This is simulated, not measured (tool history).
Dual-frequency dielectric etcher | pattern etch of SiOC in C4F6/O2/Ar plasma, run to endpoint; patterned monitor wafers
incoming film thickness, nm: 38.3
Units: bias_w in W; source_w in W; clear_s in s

| run | hour | bias_w | source_w | clear_s |
|---|---|---|---|---|
| 1 | 0 | 553 | 270 | 14.222 |
| 2 | 7.3 | 608 | 280 | 13.458 |
| 3 | 15.3 | 567 | 280 | 13.708 |
| 4 | 22.7 | 647 | 280 | 13.034 |
|  | 25.8 | bias power generator calibrated |
| 5 | 25.8 | 647 | 230 | 13.434 |
| 6 | 30.3 | 683 | 240 | 12.831 |

Run 7 comes next. What will it give?
| 7 | 33.3 | 703 | 240 | ? |

{"run 7": {"clear_s": 12.601}}
